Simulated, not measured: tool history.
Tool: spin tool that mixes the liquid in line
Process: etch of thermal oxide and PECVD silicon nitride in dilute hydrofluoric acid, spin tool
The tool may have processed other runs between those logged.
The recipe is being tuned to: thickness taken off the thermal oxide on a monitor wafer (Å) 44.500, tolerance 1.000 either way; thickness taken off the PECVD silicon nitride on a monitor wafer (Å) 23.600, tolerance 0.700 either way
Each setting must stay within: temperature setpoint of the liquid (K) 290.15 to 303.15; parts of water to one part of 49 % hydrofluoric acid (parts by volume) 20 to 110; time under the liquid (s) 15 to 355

run	hour	temperature setpoint of the liquid (K)	parts of water to one part of 49 % hydrofluoric acid (parts by volume)	time under the liquid (s)	thickness taken off the thermal oxide on a monitor wafer (Å)	thickness taken off the PECVD silicon nitride on a monitor wafer (Å)
1	0.0	295.15	60	180	126.330	62.972
2	6.4	292.65	60	180	114.080	52.271
3	14.3	292.65	50	180	138.600	62.998
4	21.4	293.15	65	175	102.310	49.318
5	25.1	293.15	65	245	145.520	68.729
6	28.8	293.15	75	230	116.520	55.272
7	35.0	293.65	85	210	95.001	46.811
8	37.6	293.65	90	190	81.765	39.531
9	45.5	294.15	95	170	69.051	35.015
10	47.1	294.15	100	160	62.261	31.345
11	52.5	294.15	100	150	58.167	29.327
12	55.9	294.15	100	140	53.717	27.405
13	62.7	294.15	100	135	52.147	26.302
14	71.5	294.65	105	130	48.141	24.928

Which one of the following 5 next-run settings gets every result inside its allowed miss? There is exactly one.
A	80.3	291.65	90	125	?	?
B	80.3	300.65	110	95	?	?
C	80.3	293.15	105	145	?	?
D	80.3	298.65	105	100	?	?
E	80.3	295.65	105	115	?	?

move	thickness taken off the thermal oxide on a monitor wafer (Å)	thickness taken off the PECVD silicon nitride on a monitor wafer (Å)
A	49.079	23.013
B	42.695	26.104
C	51.076	25.461
D	43.875	25.305
E	44.822	23.891
A: further off than the last run
B: moves the result that the last run missed by most past its target, out the other side
C: further off than the last run
D: the worst result of the last run now meets its target, but another is out of spec
E: all results in spec
E is the move that brings every result within its allowed miss.

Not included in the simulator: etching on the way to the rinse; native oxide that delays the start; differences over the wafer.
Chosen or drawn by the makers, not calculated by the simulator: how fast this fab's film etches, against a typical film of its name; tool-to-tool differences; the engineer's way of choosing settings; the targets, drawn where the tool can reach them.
